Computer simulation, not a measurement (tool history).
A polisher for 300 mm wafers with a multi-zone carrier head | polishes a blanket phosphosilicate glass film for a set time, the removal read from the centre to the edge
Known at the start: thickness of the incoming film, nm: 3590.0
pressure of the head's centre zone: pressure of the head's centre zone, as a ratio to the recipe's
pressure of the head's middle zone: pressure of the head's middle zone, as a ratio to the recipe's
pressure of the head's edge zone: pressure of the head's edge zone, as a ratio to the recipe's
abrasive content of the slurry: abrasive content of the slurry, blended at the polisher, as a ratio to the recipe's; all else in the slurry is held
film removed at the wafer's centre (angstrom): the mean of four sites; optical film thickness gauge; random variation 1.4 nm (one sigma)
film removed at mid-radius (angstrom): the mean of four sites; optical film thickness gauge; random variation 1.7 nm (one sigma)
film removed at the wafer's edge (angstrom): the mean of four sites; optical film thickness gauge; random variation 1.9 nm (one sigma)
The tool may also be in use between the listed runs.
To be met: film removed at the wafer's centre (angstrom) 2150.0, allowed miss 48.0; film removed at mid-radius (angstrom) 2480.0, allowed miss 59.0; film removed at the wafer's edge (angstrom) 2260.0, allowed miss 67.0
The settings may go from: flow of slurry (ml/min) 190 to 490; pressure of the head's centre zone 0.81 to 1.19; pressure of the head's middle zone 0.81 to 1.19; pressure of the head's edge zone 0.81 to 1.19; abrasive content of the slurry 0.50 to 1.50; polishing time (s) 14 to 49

run,hour,flow of slurry (ml/min),pressure of the head's centre zone,pressure of the head's middle zone,pressure of the head's edge zone,abrasive content of the slurry,polishing time (s),film removed at the wafer's centre (angstrom),film removed at mid-radius (angstrom),film removed at the wafer's edge (angstrom)
1,0.0,315,1.00,1.00,1.00,1.00,31,2586.2,2669.2,2702.2
2,7.6,315,0.94,1.00,1.00,1.00,31,2438.5,2657.9,2720.1
3,10.5,315,0.94,0.94,1.00,1.00,31,2410.2,2536.9,2738.1
4,17.6,305,0.93,0.97,0.94,0.95,31,2352.4,2567.5,2575.1
5,24.1,335,0.93,0.97,0.94,0.95,31,2416.5,2573.4,2615.0
6,29.7,385,0.93,0.97,0.94,0.95,31,2423.0,2636.8,2665.7
7,38.5,385,0.93,0.97,0.94,0.95,31,2395.6,2613.7,2624.0
8,45.3,375,0.91,0.98,0.90,0.90,31,2330.5,2575.0,2541.4
9,50.5,350,0.89,1.05,0.81,0.70,31,2049.6,2466.7,2147.3
10,54.4,350,0.89,1.05,0.81,0.70,31,2030.8,2430.9,2207.6
# hour 56.3: slurry nozzle cleaned
11,56.3,370,0.90,1.05,0.82,0.70,31,2160.9,2585.4,2239.5

4 next moves are on the table. One of them brings every result within its allowed miss. Which?
A,58.2,380,0.90,1.15,0.81,0.70,30,?,?,?
B,58.2,460,0.85,1.02,0.81,0.55,35,?,?,?
C,58.2,440,0.96,1.17,0.81,0.80,27,?,?,?
D,58.2,370,0.89,1.00,0.81,0.55,34,?,?,?

move,film removed at the wafer's centre (angstrom),film removed at mid-radius (angstrom),film removed at the wafer's edge (angstrom)
A,2103.0,2682.8,2230.6
B,2132.6,2614.3,2391.6
C,2154.4,2608.0,2132.8
D,2132.4,2460.1,2295.7
A: further off than the last run
B: further off than the last run
C: further off than the last run
D: meets every target
The right move is D.
